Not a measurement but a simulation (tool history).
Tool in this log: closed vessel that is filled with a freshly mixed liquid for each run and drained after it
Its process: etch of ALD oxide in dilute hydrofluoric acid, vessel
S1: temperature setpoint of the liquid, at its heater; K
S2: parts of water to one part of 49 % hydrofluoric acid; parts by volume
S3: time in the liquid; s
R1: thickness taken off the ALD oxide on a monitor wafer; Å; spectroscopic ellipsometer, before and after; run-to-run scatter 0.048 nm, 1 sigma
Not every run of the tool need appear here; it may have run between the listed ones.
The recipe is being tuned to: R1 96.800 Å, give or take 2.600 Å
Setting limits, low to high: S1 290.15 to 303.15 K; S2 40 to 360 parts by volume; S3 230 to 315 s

Run 1, hour 0.0: S1 295.15 K, S2 200 parts by volume, S3 315 s. Result: R1 116.860 Å.
Run 2, hour 5.3: S1 297.65 K, S2 200 parts by volume, S3 315 s. Result: R1 128.920 Å.
Run 3, hour 13.5: S1 297.65 K, S2 200 parts by volume, S3 315 s. Result: R1 126.950 Å.
Run 4, hour 15.4: S1 295.65 K, S2 200 parts by volume, S3 315 s. Result: R1 119.570 Å.
Run 5, hour 22.9: S1 295.65 K, S2 200 parts by volume, S3 230 s. Result: R1 86.792 Å.
Run 6, hour 31.9: S1 295.65 K, S2 200 parts by volume, S3 315 s. Result: R1 118.790 Å.
Run 7, hour 39.9: S1 295.65 K, S2 200 parts by volume, S3 315 s. Result: R1 118.440 Å.
At hour 43.7: thermometer replaced.
Run 8, hour 43.7: S1 294.15 K, S2 200 parts by volume, S3 315 s. Result: R1 123.360 Å.
Run 9, hour 46.6: S1 294.15 K, S2 215 parts by volume, S3 315 s. Result: R1 112.200 Å.

Which single option among these 4 for the next run brings every result within its allowed miss of target? Just one does.
Run A, hour 49.5: S1 296.15 K, S2 240 parts by volume, S3 305 s. Result: R1 ?.
Run B, hour 49.5: S1 294.65 K, S2 190 parts by volume, S3 230 s. Result: R1 ?.
Run C, hour 49.5: S1 290.65 K, S2 150 parts by volume, S3 300 s. Result: R1 ?.
Run D, hour 49.5: S1 297.65 K, S2 245 parts by volume, S3 295 s. Result: R1 ?.

move       R1
   A  102.900
   B   97.518
   C  143.200
   D  102.390
A: gains on the last run, yet a result remains outside its allowed miss
B: meets every target
C: further off than the last run
D: gains on the last run, yet a result remains outside its allowed miss
Answer: B
